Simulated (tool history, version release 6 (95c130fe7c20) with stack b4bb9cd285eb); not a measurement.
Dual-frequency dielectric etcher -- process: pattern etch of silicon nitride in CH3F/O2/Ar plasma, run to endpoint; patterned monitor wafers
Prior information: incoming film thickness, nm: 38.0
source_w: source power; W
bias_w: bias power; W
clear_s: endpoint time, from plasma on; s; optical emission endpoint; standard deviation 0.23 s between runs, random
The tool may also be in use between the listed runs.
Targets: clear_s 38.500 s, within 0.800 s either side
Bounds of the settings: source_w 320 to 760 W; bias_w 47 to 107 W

run,day,source_w,bias_w,clear_s
1,0.000,540,77,42.465
2,0.167,610,77,41.496
3,0.454,510,77,43.152
4,0.788,600,77,41.003
5,1.146,620,78,40.152
6,1.471,630,78,40.505
7,1.692,640,79,39.883
8,2.004,650,79,39.875

Which of these 4 next moves meets every target?
A,2.317,630,75,?
B,2.317,720,80,?
C,2.317,720,68,?
D,2.317,730,69,?

move,clear_s
A,41.129
B,38.611
C,41.060
D,40.669
A: misses by more than the last run did
B: each result inside its tolerance
C: misses by more than the last run did
D: misses by more than the last run did
B is the move that brings every result within its allowed miss.
